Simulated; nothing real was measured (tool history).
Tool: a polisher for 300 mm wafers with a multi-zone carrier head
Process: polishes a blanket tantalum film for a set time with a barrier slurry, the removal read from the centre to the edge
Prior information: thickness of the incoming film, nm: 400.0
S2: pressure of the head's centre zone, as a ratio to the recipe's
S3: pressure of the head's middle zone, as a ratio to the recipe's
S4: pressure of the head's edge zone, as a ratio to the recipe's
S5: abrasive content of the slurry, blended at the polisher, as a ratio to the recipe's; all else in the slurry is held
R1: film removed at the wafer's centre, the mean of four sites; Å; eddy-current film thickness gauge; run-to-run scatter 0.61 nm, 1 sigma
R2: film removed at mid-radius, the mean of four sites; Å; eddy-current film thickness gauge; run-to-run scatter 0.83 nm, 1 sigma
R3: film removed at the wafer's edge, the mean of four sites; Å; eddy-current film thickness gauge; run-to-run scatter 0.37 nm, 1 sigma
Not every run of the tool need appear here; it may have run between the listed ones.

{"run": 1, "hour": 0.0, "flow of slurry (ml/min)": 125, "S2": 1.0, "S3": 1.0, "S4": 1.0, "S5": 1.0, "polishing time (s)": 45, "R1": 746.7, "R2": 752.33, "R3": 760.15}
{"run": 2, "hour": 8.4, "flow of slurry (ml/min)": 125, "S2": 1.0, "S3": 0.94, "S4": 1.0, "S5": 1.0, "polishing time (s)": 45, "R1": 762.27, "R2": 704.62, "R3": 754.43}
{"run": 3, "hour": 17.2, "flow of slurry (ml/min)": 110, "S2": 1.0, "S3": 0.94, "S4": 1.0, "S5": 1.0, "polishing time (s)": 45, "R1": 718.78, "R2": 693.62, "R3": 740.34}
{"run": 4, "hour": 23.1, "flow of slurry (ml/min)": 110, "S2": 1.0, "S3": 0.94, "S4": 1.08, "S5": 1.0, "polishing time (s)": 45, "R1": 732.99, "R2": 696.47, "R3": 764.24}
{"run": 5, "hour": 30.5, "flow of slurry (ml/min)": 110, "S2": 0.93, "S3": 0.94, "S4": 1.08, "S5": 1.0, "polishing time (s)": 45, "R1": 668.5, "R2": 700.21, "R3": 772.0}
{"hour": 36.4, "done": "worn pad replaced by a new one"}
{"run": 6, "hour": 36.4, "flow of slurry (ml/min)": 80, "S2": 0.93, "S3": 0.94, "S4": 1.08, "S5": 1.0, "polishing time (s)": 45, "R1": 673.27, "R2": 714.02, "R3": 806.98}
{"run": 7, "hour": 44.9, "flow of slurry (ml/min)": 105, "S2": 0.97, "S3": 0.98, "S4": 1.0, "S5": 0.85, "polishing time (s)": 44, "R1": 706.67, "R2": 723.98, "R3": 758.32}

What will run 8 give?
{"run": 8, "hour": 48.5, "flow of slurry (ml/min)": 120, "S2": 1.0, "S3": 1.01, "S4": 0.95, "S5": 0.9, "polishing time (s)": 40, "R1": "?", "R2": "?", "R3": "?"}

{"run 8": {"R1": 705.32, "R2": 742.47, "R3": 701.1}}
